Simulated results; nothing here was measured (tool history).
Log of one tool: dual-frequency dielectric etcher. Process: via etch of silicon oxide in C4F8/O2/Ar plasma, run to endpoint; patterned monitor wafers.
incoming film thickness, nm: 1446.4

run    day  source power (W)  bias power (W)  endpoint time (s)
  1  0.000              2310            2670             239.42
  2  0.088              2460            2727             230.06
  3  0.333              2460            3122             220.15
  4  0.596              2180            3122             230.67
  5  0.688              2290            3162             224.83
  6  1.008              2290            2873             234.15

Forecast run 7:
  7  1.088              2410            2912                  ?

endpoint time (s): 229.24
